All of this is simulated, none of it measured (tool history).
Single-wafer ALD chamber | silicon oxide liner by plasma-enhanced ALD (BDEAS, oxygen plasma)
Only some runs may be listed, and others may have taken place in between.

run,hour,heater temperature setpoint (deg C),number of ALD cycles (cycles),mean film thickness on the monitor wafer (angstrom)
1,0,320,59,52.826
2,0.9,320,67,59.834
3,6,320,62,54.992
4,7.5,330,62,54.502
5,12.9,325,62,54.731
6,16.4,326,60,53.507
7,18.6,326,58,51.832

Expected results for the next run?
8,27.3,326,56,?

mean film thickness on the monitor wafer (angstrom): 49.934

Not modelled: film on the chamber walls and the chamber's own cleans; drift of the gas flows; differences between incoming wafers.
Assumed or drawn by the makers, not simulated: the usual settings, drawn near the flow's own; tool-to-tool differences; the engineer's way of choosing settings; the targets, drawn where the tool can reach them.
